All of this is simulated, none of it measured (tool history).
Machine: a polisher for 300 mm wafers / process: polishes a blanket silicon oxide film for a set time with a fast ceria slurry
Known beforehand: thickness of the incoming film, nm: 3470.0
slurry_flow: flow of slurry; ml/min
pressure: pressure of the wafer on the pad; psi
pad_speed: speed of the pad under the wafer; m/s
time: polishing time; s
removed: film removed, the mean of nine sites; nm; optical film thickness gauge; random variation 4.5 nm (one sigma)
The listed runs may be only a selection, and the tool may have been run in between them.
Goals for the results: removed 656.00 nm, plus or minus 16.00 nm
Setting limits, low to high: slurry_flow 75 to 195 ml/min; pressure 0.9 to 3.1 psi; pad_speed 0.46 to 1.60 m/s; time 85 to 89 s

{"run": 1, "hour": 0.0, "slurry_flow": 125, "pressure": 2.0, "pad_speed": 1.02, "time": 85, "removed": 1114.8}
{"run": 2, "hour": 1.2, "slurry_flow": 115, "pressure": 1.7, "pad_speed": 1.02, "time": 85, "removed": 934.82}
{"run": 3, "hour": 4.3, "slurry_flow": 110, "pressure": 1.5, "pad_speed": 1.02, "time": 85, "removed": 830.26}
{"run": 4, "hour": 11.2, "slurry_flow": 125, "pressure": 1.5, "pad_speed": 1.02, "time": 85, "removed": 857.37}
{"run": 5, "hour": 19.2, "slurry_flow": 125, "pressure": 1.5, "pad_speed": 1.02, "time": 85, "removed": 854.9}
{"run": 6, "hour": 20.4, "slurry_flow": 125, "pressure": 1.5, "pad_speed": 1.14, "time": 85, "removed": 921.06}
{"hour": 25.4, "done": "head pressure recalibrated"}
{"run": 7, "hour": 25.4, "slurry_flow": 115, "pressure": 1.4, "pad_speed": 1.14, "time": 85, "removed": 819.97}
{"run": 8, "hour": 29.8, "slurry_flow": 105, "pressure": 1.3, "pad_speed": 1.14, "time": 85, "removed": 744.38}
{"run": 9, "hour": 33.8, "slurry_flow": 95, "pressure": 1.3, "pad_speed": 1.14, "time": 85, "removed": 717.59}
{"run": 10, "hour": 37.4, "slurry_flow": 90, "pressure": 1.3, "pad_speed": 1.14, "time": 85, "removed": 710.63}
{"run": 11, "hour": 40.7, "slurry_flow": 85, "pressure": 1.3, "pad_speed": 1.14, "time": 85, "removed": 694.44}
{"run": 12, "hour": 44.5, "slurry_flow": 85, "pressure": 1.3, "pad_speed": 1.14, "time": 85, "removed": 693.58}
{"run": 13, "hour": 48.0, "slurry_flow": 80, "pressure": 1.3, "pad_speed": 1.14, "time": 85, "removed": 678.35}
{"run": 14, "hour": 50.7, "slurry_flow": 75, "pressure": 1.2, "pad_speed": 1.14, "time": 85, "removed": 615.35}
{"run": 15, "hour": 54.6, "slurry_flow": 80, "pressure": 1.2, "pad_speed": 1.14, "time": 85, "removed": 628.37}

Of the 5 settings listed for the next run, only one would bring every result within its allowed miss of target. Which one?
{"run": "A", "hour": 58.5, "slurry_flow": 95, "pressure": 1.1, "pad_speed": 1.24, "time": 89, "removed": "?"}
{"run": "B", "hour": 58.5, "slurry_flow": 80, "pressure": 1.3, "pad_speed": 1.0, "time": 85, "removed": "?"}
{"run": "C", "hour": 58.5, "slurry_flow": 75, "pressure": 1.1, "pad_speed": 1.44, "time": 85, "removed": "?"}
{"run": "D", "hour": 58.5, "slurry_flow": 80, "pressure": 1.2, "pad_speed": 1.12, "time": 85, "removed": "?"}
{"run": "E", "hour": 58.5, "slurry_flow": 80, "pressure": 1.3, "pad_speed": 1.06, "time": 87, "removed": "?"}

move=A removed=700.24
move=B removed=619.29
move=C removed=699.36
move=D removed=629.68
move=E removed=664.72
A: takes the biggest miss from the last run beyond its target
B: further off than the last run
C: takes the biggest miss from the last run beyond its target
D: no better and no worse than the last run
E: meets every target
So the answer is move E, the one that meets all the targets.
